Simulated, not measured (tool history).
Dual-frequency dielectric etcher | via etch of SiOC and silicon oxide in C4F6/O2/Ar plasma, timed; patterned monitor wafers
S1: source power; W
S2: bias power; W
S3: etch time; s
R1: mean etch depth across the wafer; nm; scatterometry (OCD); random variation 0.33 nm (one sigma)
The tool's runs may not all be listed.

run,day,S1,S2,S3,R1
1,0,470,119,72.5,76.474
2,0.3,470,139,72.5,79.26
3,0.475,390,139,72.5,72.791
4,0.683,390,139,75.5,76.005
5,0.925,360,131,74.5,70.919
6,1.138,360,123,74.5,68.932

Run 7 comes next. What will it give?
7,1.462,340,120,74.5,?

R1: 66.586 nm
